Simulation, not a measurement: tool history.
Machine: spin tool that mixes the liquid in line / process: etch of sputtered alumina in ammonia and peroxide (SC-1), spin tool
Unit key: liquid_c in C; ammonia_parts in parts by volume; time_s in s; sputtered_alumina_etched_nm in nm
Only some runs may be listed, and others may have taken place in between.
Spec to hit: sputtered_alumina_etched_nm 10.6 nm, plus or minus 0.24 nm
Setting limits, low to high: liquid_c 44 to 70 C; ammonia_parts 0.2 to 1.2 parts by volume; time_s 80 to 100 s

run 1 hour=0 | liquid_c=60 ammonia_parts=0.75 time_s=100 | sputtered_alumina_etched_nm=6.979
run 2 hour=4.9 | liquid_c=61 ammonia_parts=0.75 time_s=100 | sputtered_alumina_etched_nm=7.3642
run 3 hour=6.7 | liquid_c=61 ammonia_parts=0.75 time_s=80 | sputtered_alumina_etched_nm=5.9442
run 4 hour=10.2 | liquid_c=61 ammonia_parts=0.75 time_s=80 | sputtered_alumina_etched_nm=5.8459
run 5 hour=15.3 | liquid_c=61 ammonia_parts=0.75 time_s=100 | sputtered_alumina_etched_nm=7.3545
run 6 hour=23.7 | liquid_c=61 ammonia_parts=0.75 time_s=100 | sputtered_alumina_etched_nm=7.3196
run 7 hour=29.1 | liquid_c=62 ammonia_parts=0.75 time_s=100 | sputtered_alumina_etched_nm=7.6987
run 8 hour=34.1 | liquid_c=62.5 ammonia_parts=0.75 time_s=100 | sputtered_alumina_etched_nm=7.9372
-- hour=34.7 heated supply line repaired
run 9 hour=34.7 | liquid_c=63 ammonia_parts=0.75 time_s=100 | sputtered_alumina_etched_nm=9.3937

Of the 5 settings listed for the next run, only one would bring every result within its allowed miss of target. Which one?
run A hour=35.3 | liquid_c=69 ammonia_parts=0.75 time_s=80 | sputtered_alumina_etched_nm=?
run B hour=35.3 | liquid_c=65 ammonia_parts=0.8 time_s=80 | sputtered_alumina_etched_nm=?
run C hour=35.3 | liquid_c=63 ammonia_parts=0.8 time_s=85 | sputtered_alumina_etched_nm=?
run D hour=35.3 | liquid_c=65.5 ammonia_parts=0.75 time_s=100 | sputtered_alumina_etched_nm=?
run E hour=35.3 | liquid_c=63.5 ammonia_parts=0.8 time_s=90 | sputtered_alumina_etched_nm=?

move=A sputtered_alumina_etched_nm=10.157
move=B sputtered_alumina_etched_nm=8.402
move=C sputtered_alumina_etched_nm=8.0785
move=D sputtered_alumina_etched_nm=10.701
move=E sputtered_alumina_etched_nm=8.7711
A: moves toward the targets from the last run without getting all of them in spec
B: its largest miss is bigger than the last run's
C: its largest miss is bigger than the last run's
D: hits every target within its allowed miss
E: its largest miss is bigger than the last run's
D is the move that brings every result within its allowed miss.
